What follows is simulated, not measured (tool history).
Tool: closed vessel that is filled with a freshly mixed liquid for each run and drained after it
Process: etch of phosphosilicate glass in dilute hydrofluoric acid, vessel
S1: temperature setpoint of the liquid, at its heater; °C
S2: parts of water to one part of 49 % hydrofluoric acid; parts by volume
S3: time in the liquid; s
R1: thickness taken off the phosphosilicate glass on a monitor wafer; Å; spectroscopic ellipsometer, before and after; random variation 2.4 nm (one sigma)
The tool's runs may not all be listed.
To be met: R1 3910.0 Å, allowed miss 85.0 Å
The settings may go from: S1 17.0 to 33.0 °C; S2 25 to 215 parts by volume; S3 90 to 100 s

Run 1, hour 0.0: S1 25.0 °C, S2 120 parts by volume, S3 90 s. Result: R1 1041.1 Å.
Run 2, hour 8.2: S1 27.5 °C, S2 90 parts by volume, S3 90 s. Result: R1 1589.9 Å.
Run 3, hour 15.9: S1 27.5 °C, S2 90 parts by volume, S3 90 s. Result: R1 1595.7 Å.
Run 4, hour 20.1: S1 27.5 °C, S2 90 parts by volume, S3 100 s. Result: R1 1763.8 Å.
Run 5, hour 24.6: S1 29.0 °C, S2 75 parts by volume, S3 100 s. Result: R1 2286.2 Å.
Run 6, hour 29.3: S1 30.0 °C, S2 65 parts by volume, S3 100 s. Result: R1 2818.5 Å.
Run 7, hour 35.3: S1 33.0 °C, S2 50 parts by volume, S3 100 s. Result: R1 4171.1 Å.
Run 8, hour 42.9: S1 32.5 °C, S2 50 parts by volume, S3 100 s. Result: R1 4128.7 Å.
Run 9, hour 48.2: S1 32.0 °C, S2 50 parts by volume, S3 100 s. Result: R1 4062.4 Å.

4 next moves are on the table. One of them brings every result within its allowed miss. Which?
Run A, hour 53.5: S1 32.5 °C, S2 50 parts by volume, S3 95 s. Result: R1 ?.
Run B, hour 53.5: S1 28.0 °C, S2 40 parts by volume, S3 95 s. Result: R1 ?.
Run C, hour 53.5: S1 30.0 °C, S2 40 parts by volume, S3 95 s. Result: R1 ?.
Run D, hour 53.5: S1 32.0 °C, S2 45 parts by volume, S3 95 s. Result: R1 ?.

move      R1
   A  3921.4
   B  4170.8
   C  4517.5
   D  4308.7
A: meets every target
B: further off than the last run
C: further off than the last run
D: further off than the last run
Answer: A

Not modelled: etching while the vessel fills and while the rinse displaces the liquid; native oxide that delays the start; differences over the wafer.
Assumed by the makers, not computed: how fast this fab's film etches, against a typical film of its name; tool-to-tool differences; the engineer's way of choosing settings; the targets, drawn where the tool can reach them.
